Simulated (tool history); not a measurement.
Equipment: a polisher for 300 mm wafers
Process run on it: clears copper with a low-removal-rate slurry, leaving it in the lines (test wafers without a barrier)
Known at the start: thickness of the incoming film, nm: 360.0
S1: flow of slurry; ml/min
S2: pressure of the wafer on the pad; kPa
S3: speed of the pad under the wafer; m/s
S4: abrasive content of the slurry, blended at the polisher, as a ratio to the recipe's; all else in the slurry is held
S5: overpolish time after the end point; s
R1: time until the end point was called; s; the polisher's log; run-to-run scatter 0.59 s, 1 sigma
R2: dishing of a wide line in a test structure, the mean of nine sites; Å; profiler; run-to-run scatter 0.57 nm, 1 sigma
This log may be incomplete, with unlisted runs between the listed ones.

run  hour   S1    S2    S3  S4  S5      R1      R2
  1     0  270  20.7  1.32   1  13  101.76  307.95
  2   5.3  270  20.7  1.32   1  17   103.3  390.56
  3   9.2  275  23.4  1.32   1  15  90.277  388.46
  4  14.5  275  27.6  1.32   1  15  78.588  449.24
     15.9  -- slurry blender recalibrated
  5  15.9  280    29  1.34   1  14  68.474  467.39
  6  23.8  325    29  1.34   1  14  68.022  463.81
  7  29.1  335    29  1.34   1  13  67.414  440.66
  8  37.8  340    29  1.34   1  13  67.997  426.45

Run 9 is up next; what results do you expect?
  9  43.2  345  29  1.34   1  13   ?   ?

{"run 9": {"R1": 67.469, "R2": 439.11}}
